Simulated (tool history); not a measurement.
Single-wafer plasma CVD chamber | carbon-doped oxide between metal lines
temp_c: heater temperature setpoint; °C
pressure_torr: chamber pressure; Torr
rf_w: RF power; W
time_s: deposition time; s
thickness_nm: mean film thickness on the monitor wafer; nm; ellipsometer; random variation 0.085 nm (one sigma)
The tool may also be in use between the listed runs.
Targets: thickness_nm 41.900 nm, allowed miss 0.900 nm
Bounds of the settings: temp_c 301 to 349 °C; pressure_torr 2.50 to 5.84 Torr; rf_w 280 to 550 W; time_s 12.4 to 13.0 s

run    day  temp_c  pressure_torr  rf_w  time_s  thickness_nm
  1  0.000     325           4.17   415    13.0        54.667
  2  0.250     327           4.07   400    13.0        52.633
  3  0.533     336           4.07   400    13.0        51.002
  4  0.583     336           4.63   400    13.0        51.915
  5  0.792     337           4.55   390    13.0        50.854
  6  1.008     337           4.55   390    12.4        48.306
  7  1.092     338           4.48   385    12.4        47.567
  8  1.308     338           4.48   385    12.4        47.628
  9  1.438     339           4.40   380    12.4        47.017
 10  1.754     340           4.34   375    12.4        46.015
 11  1.808     341           4.26   370    12.4        45.365
 12  1.908     342           4.19   365    12.4        44.681
 13  2.154     343           4.14   365    12.4        44.420
 14  2.312     343           4.09   365    12.4        44.323
 15  2.412     343           4.09   365    12.4        44.292
     2.546  -- thermocouple changed; heater temperature recalibrated
 16  2.546     343           4.04   365    12.4        43.671
 17  2.854     344           4.01   365    12.4        43.508

5 next moves are on the table. One of them brings every result within its allowed miss. Which?
  A  3.162     344           3.59   380    12.4             ?
  B  3.162     345           3.88   355    12.4             ?
  C  3.162     346           4.23   380    12.4             ?
  D  3.162     342           3.32   380    12.7             ?
  E  3.162     349           4.32   405    12.4             ?

move  thickness_nm
   A        44.067
   B        42.203
   C        44.872
   D        44.930
   E        46.694
A: further off than the last run
B: meets every target
C: further off than the last run
D: further off than the last run
E: further off than the last run
Move B is the one to make.

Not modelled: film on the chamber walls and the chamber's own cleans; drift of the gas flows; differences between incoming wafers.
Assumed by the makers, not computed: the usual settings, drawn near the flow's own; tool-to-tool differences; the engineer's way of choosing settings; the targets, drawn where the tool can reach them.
